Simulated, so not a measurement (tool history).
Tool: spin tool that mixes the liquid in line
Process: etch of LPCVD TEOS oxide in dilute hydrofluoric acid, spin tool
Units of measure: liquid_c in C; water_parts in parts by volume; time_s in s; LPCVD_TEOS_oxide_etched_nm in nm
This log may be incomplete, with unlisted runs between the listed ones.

run	hour	liquid_c	water_parts	time_s	LPCVD_TEOS_oxide_etched_nm
1	0.0	26.0	95	110	35.506
2	3.1	26.0	125	110	26.062
3	10.4	26.0	90	110	37.621
4	15.7	27.0	85	110	41.644
5	23.3	27.0	85	110	41.729
6	30.3	28.0	85	110	43.321
7	34.4	29.0	85	110	45.173
8	39.2	30.0	85	110	46.823
9	41.4	30.5	85	110	47.703
10	44.0	31.0	85	110	48.491
11	48.0	31.5	85	110	49.642
12	50.2	32.0	85	110	50.615
13	56.7	32.5	85	110	51.376

Forecast run 14:
14	62.4	33.5	75	110	?

{"run 14": {"LPCVD_TEOS_oxide_etched_nm": 61.792}}
